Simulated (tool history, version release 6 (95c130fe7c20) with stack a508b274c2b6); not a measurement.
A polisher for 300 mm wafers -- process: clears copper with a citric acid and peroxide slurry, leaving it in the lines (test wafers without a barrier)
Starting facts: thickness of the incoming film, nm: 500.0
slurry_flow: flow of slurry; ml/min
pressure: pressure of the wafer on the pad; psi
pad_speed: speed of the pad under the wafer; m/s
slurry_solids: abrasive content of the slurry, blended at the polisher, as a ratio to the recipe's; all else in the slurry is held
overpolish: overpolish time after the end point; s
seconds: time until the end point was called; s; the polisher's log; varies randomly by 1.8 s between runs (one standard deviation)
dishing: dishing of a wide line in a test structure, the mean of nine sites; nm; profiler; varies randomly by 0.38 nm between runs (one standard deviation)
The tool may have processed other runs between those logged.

run,day,slurry_flow,pressure,pad_speed,slurry_solids,overpolish,seconds,dishing
1,0,140,4.1,1.06,1,14,139.64,35.612
2,0.329,135,3.8,1.06,1,14,153.06,33.209
3,0.608,115,3.8,1.06,1,14,157.45,33.559
4,0.746,115,3.6,1.06,1,14,163.88,31.748
5,0.821,115,4.3,1.06,1,14,138.93,35.67
6,1.175,115,4.3,1.06,1,17,137.76,43.605
7,1.283,115,4,1.06,1,16,149.83,37.93
8,1.608,115,3.8,1.06,1,16,157.77,37.524
9,1.779,115,3.6,1.06,1,15,164.07,32.433
10,1.917,110,3.4,1.06,1,15,176.58,31.147
11,1.971,110,3.3,1.06,1,15,181.8,30.656

Run 12 is up next; what results do you expect?
12,2.267,110,3.2,1.06,1,15,?,?

Run 12 yielded seconds 187 s, dishing 29.008 nm.
